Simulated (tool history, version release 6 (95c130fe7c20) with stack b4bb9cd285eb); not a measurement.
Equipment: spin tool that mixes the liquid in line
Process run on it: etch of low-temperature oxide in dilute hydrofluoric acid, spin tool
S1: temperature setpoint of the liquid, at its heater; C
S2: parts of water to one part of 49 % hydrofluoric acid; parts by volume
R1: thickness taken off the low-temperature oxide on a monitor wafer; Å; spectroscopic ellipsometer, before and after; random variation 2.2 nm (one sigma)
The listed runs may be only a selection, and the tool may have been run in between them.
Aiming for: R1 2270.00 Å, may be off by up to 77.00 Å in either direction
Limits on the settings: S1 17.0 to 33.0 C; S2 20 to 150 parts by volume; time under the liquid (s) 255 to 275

run 1 hour=0.0 | S1=25.0 S2=85 time_under_the_liquid_(s)=255 | R1=687.80
run 2 hour=8.3 | S1=25.0 S2=70 time_under_the_liquid_(s)=255 | R1=831.27
run 3 hour=13.3 | S1=26.5 S2=70 time_under_the_liquid_(s)=255 | R1=900.84
run 4 hour=16.0 | S1=23.5 S2=70 time_under_the_liquid_(s)=255 | R1=798.85
run 5 hour=19.8 | S1=21.5 S2=70 time_under_the_liquid_(s)=255 | R1=735.72
run 6 hour=27.8 | S1=24.0 S2=70 time_under_the_liquid_(s)=255 | R1=816.25
run 7 hour=30.8 | S1=24.0 S2=70 time_under_the_liquid_(s)=255 | R1=797.47
run 8 hour=35.2 | S1=26.5 S2=55 time_under_the_liquid_(s)=260 | R1=1185.30
run 9 hour=41.5 | S1=28.5 S2=45 time_under_the_liquid_(s)=260 | R1=1626.50
run 10 hour=49.5 | S1=30.0 S2=45 time_under_the_liquid_(s)=260 | R1=1680.60
run 11 hour=57.1 | S1=31.0 S2=40 time_under_the_liquid_(s)=260 | R1=2029.60
run 12 hour=65.8 | S1=31.5 S2=40 time_under_the_liquid_(s)=260 | R1=2057.10
run 13 hour=72.6 | S1=32.0 S2=40 time_under_the_liquid_(s)=260 | R1=2118.60
run 14 hour=80.8 | S1=33.0 S2=35 time_under_the_liquid_(s)=260 | R1=2504.10

Exactly one of the 4 candidate moves below puts every result within its allowed miss. Which one?
run A hour=89.0 | S1=29.0 S2=30 time_under_the_liquid_(s)=275 | R1=?
run B hour=89.0 | S1=33.0 S2=40 time_under_the_liquid_(s)=270 | R1=?
run C hour=89.0 | S1=33.0 S2=35 time_under_the_liquid_(s)=275 | R1=?
run D hour=89.0 | S1=33.0 S2=35 time_under_the_liquid_(s)=265 | R1=?

move=A R1=2639.50
move=B R1=2240.10
move=C R1=2629.60
move=D R1=2534.00
A: the biggest miss grows against the last run
B: every result lands within tolerance
C: the biggest miss grows against the last run
D: the biggest miss grows against the last run
Go with B: it meets all targets.

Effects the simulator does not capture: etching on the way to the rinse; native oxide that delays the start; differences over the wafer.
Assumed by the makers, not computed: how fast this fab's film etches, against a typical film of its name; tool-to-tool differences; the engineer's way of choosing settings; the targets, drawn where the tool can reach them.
